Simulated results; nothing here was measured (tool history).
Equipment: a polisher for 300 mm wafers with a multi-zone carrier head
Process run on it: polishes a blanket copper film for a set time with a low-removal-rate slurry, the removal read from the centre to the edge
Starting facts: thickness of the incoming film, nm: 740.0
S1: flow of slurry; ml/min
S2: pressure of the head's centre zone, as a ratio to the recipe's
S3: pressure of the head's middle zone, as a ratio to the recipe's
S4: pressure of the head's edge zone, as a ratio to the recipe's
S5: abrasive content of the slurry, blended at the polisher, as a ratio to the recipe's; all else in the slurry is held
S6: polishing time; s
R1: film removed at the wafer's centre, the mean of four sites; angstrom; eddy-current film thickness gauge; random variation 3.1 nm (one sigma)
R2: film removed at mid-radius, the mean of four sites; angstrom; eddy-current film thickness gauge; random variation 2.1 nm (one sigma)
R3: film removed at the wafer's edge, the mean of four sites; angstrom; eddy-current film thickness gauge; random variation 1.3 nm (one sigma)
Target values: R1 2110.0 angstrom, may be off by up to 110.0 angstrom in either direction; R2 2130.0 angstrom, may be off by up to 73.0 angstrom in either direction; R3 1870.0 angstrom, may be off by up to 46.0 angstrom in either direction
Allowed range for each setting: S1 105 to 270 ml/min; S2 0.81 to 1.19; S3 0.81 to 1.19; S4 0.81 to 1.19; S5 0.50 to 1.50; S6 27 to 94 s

run  hour   S1    S2    S3    S4    S5  S6      R1      R2      R3
  1   0.0  175  1.00  1.00  1.00  1.00  60  2025.7  2103.9  2126.0
  2   0.8  175  1.00  1.00  1.07  1.00  60  2108.9  2058.5  2205.9
  3   7.8  175  1.00  1.00  1.12  1.00  60  2062.6  2034.4  2236.2
  4  13.8  170  1.01  1.01  1.09  0.95  60  2046.7  2028.4  2217.3
  5  19.5  170  1.01  1.01  1.09  0.95  54  1863.6  1856.6  1950.8
  6  26.9  170  1.05  1.01  1.09  0.95  54  1966.8  1859.2  1965.0
  7  33.8  175  1.06  1.02  1.07  0.95  54  1957.7  1871.9  1936.3
     34.5  -- worn pad replaced by a new one
  8  34.5  180  1.07  1.04  1.06  0.95  54  2141.0  2169.8  2226.7
  9  35.6  130  1.17  1.05  0.96  0.70  45  1752.2  1573.8  1542.3
 10  37.5  145  1.17  1.07  0.97  0.70  45  1825.7  1637.6  1573.2

Which one of the following 5 next-run settings gets every result inside its allowed miss? There is exactly one.
  A  39.4  170  1.15  1.18  0.97  0.75  51   ?   ?   ?
  B  39.4  135  1.05  1.19  0.96  0.80  53   ?   ?   ?
  C  39.4  145  1.14  1.06  0.93  0.75  54   ?   ?   ?
  D  39.4  185  1.02  1.19  1.02  0.80  49   ?   ?   ?
  E  39.4  115  1.19  1.13  0.96  0.85  49   ?   ?   ?

move      R1      R2      R3
   A  2118.7  2131.8  1837.4
   B  1931.0  2160.1  1863.8
   C  2141.8  1993.2  1866.3
   D  1864.2  2129.3  1857.6
   E  1955.6  1855.4  1698.8
A: every result within its allowed miss
B: brings the result that was furthest off to its target, and leaves another outside
C: moves toward the targets from the last run without getting all of them in spec
D: brings the result that was furthest off to its target, and leaves another outside
E: moves toward the targets from the last run without getting all of them in spec
Answer: A
